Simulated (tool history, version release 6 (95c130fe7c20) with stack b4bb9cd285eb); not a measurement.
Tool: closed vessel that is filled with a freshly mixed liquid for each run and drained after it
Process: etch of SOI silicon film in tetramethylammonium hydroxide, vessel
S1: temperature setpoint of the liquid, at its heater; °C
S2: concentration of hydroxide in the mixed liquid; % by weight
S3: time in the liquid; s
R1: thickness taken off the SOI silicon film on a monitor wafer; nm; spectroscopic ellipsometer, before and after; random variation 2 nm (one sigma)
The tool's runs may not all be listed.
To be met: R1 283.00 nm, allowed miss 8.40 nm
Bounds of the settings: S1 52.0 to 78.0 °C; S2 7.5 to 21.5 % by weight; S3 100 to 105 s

run,hour,S1,S2,S3,R1
1,0.0,65.0,14.5,100,451.03
2,5.9,65.0,17.5,100,415.36
3,8.9,65.0,16.0,100,431.66
4,12.8,63.5,16.0,100,390.85
5,18.4,63.5,18.0,100,374.57
6,20.6,69.5,18.0,100,541.28
7,24.6,67.5,18.0,100,481.67
8,30.1,66.0,18.0,100,436.95
9,38.7,59.5,18.5,100,291.02

4 next moves are on the table. One of them brings every result within its allowed miss. Which?
A,47.3,57.5,12.5,100,?
B,47.3,59.5,20.0,100,?
C,47.3,60.5,17.5,100,?
D,47.3,60.0,17.5,100,?

move,R1
A,304.55
B,282.63
C,318.57
D,308.82
A: further off than the last run
B: meets every target
C: further off than the last run
D: further off than the last run
Move B is the one to make.

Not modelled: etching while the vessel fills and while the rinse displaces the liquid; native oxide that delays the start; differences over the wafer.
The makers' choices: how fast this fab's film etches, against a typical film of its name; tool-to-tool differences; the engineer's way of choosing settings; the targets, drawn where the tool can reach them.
